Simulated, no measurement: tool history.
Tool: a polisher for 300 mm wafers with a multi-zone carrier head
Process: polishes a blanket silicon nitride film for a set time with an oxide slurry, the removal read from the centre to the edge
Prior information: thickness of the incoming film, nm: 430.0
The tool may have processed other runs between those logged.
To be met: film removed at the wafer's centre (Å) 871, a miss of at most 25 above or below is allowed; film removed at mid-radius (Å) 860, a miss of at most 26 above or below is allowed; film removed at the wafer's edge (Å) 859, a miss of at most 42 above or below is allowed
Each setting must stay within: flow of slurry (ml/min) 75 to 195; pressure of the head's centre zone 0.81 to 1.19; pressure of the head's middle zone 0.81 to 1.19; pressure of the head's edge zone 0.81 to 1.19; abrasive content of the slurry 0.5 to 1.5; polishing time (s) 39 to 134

| run | day | flow of slurry (ml/min) | pressure of the head's centre zone | pressure of the head's middle zone | pressure of the head's edge zone | abrasive content of the slurry | polishing time (s) | film removed at the wafer's centre (Å) | film removed at mid-radius (Å) | film removed at the wafer's edge (Å) |
|---|---|---|---|---|---|---|---|---|---|---|
| 1 | 0 | 125 | 1 | 1 | 1 | 1 | 86 | 579.53 | 589.53 | 586.82 |
| 2 | 0.096 | 125 | 1 | 1.05 | 1 | 1 | 86 | 574.9 | 617.65 | 568.47 |
| 3 | 0.242 | 125 | 1 | 1.05 | 1 | 1 | 99 | 658.81 | 704.37 | 673.78 |
| 4 | 0.608 | 125 | 1 | 1.05 | 1 | 0.9 | 99 | 618.03 | 656.66 | 643.74 |
| 5 | 0.862 | 135 | 1.02 | 1.05 | 1.04 | 0.95 | 100 | 673.74 | 699.45 | 646.98 |
| 6 | 0.95 | 135 | 0.97 | 1.05 | 1.04 | 0.95 | 100 | 636.81 | 702.54 | 664.41 |
| 7 | 1.121 | 130 | 0.98 | 1.03 | 1.04 | 1.05 | 102 | 698.95 | 752.85 | 716 |
| 8 | 1.475 | 130 | 0.98 | 1 | 1.04 | 1.1 | 103 | 721.25 | 762.2 | 750.7 |
| 9 | 1.733 | 165 | 1.04 | 1 | 1.13 | 1.15 | 103 | 815.82 | 800.4 | 817.45 |
| 10 | 1.854 | 165 | 1.04 | 1 | 1.13 | 1.15 | 103 | 814.15 | 800.61 | 842.66 |
| 11 | 1.904 | 170 | 1.05 | 1.01 | 1.12 | 1.15 | 103 | 836.28 | 818.15 | 831.1 |

5 candidate next runs follow, results not yet known. Just one meets every target within its allowed miss. Identify it.
| A | 1.954 | 170 | 1.05 | 1.03 | 1.12 | 1.1 | 110 | ? | ? | ? |
| B | 1.954 | 150 | 0.99 | 0.95 | 1.19 | 1.3 | 110 | ? | ? | ? |
| C | 1.954 | 165 | 1.05 | 0.89 | 1.15 | 1.1 | 114 | ? | ? | ? |
| D | 1.954 | 160 | 1.1 | 0.97 | 1.15 | 1 | 115 | ? | ? | ? |
| E | 1.954 | 160 | 1.14 | 1.11 | 1.09 | 1.1 | 112 | ? | ? | ? |

| move | film removed at the wafer's centre (Å) | film removed at mid-radius (Å) | film removed at the wafer's edge (Å) |
|---|---|---|---|
| A | 853.11 | 864.78 | 868.73 |
| B | 855.44 | 862.29 | 962.73 |
| C | 878.93 | 789.44 | 911.45 |
| D | 875.74 | 806.27 | 866.78 |
| E | 934.68 | 929.78 | 865.9 |
A: every result lands within tolerance
B: brings the last run's worst result on target, with another outside its allowed miss
C: the biggest miss grows against the last run
D: the biggest miss grows against the last run
E: moves the result that the last run missed by most past its target, out the other side
Go with A: it meets all targets.
